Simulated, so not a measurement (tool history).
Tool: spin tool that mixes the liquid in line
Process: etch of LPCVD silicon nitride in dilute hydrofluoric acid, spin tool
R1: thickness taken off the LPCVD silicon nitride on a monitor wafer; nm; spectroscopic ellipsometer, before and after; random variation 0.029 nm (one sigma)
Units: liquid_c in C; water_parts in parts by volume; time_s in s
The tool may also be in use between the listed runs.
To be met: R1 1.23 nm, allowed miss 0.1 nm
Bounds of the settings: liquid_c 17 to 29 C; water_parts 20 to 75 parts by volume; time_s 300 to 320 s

{"run": 1, "hour": 0.0, "liquid_c": 21, "water_parts": 45, "time_s": 300, "R1": 2.1107}
{"run": 2, "hour": 1.1, "liquid_c": 21, "water_parts": 55, "time_s": 300, "R1": 1.6965}
{"run": 3, "hour": 5.3, "liquid_c": 20, "water_parts": 55, "time_s": 300, "R1": 1.6758}
{"run": 4, "hour": 11.1, "liquid_c": 20, "water_parts": 55, "time_s": 320, "R1": 1.7389}
{"run": 5, "hour": 14.8, "liquid_c": 19.5, "water_parts": 55, "time_s": 320, "R1": 1.6521}
{"run": 6, "hour": 23.0, "liquid_c": 19, "water_parts": 55, "time_s": 320, "R1": 1.5889}
{"run": 7, "hour": 27.5, "liquid_c": 18.5, "water_parts": 55, "time_s": 320, "R1": 1.6377}
{"run": 8, "hour": 33.4, "liquid_c": 18, "water_parts": 60, "time_s": 320, "R1": 1.3843}
{"run": 9, "hour": 37.3, "liquid_c": 17.5, "water_parts": 60, "time_s": 320, "R1": 1.3853}

5 next moves are on the table. One of them brings every result within its allowed miss. Which?
{"run": "A", "hour": 41.2, "liquid_c": 18.5, "water_parts": 65, "time_s": 300, "R1": "?"}
{"run": "B", "hour": 41.2, "liquid_c": 17, "water_parts": 75, "time_s": 305, "R1": "?"}
{"run": "C", "hour": 41.2, "liquid_c": 19, "water_parts": 55, "time_s": 300, "R1": "?"}
{"run": "D", "hour": 41.2, "liquid_c": 20, "water_parts": 65, "time_s": 320, "R1": "?"}
{"run": "E", "hour": 41.2, "liquid_c": 20.5, "water_parts": 70, "time_s": 320, "R1": "?"}

move=A R1=1.2428
move=B R1=0.98983
move=C R1=1.5139
move=D R1=1.4712
move=E R1=1.4165
A: meets every target
B: takes the result that was furthest off past its target
C: further off than the last run
D: further off than the last run
E: further off than the last run
Move A is the one to make.

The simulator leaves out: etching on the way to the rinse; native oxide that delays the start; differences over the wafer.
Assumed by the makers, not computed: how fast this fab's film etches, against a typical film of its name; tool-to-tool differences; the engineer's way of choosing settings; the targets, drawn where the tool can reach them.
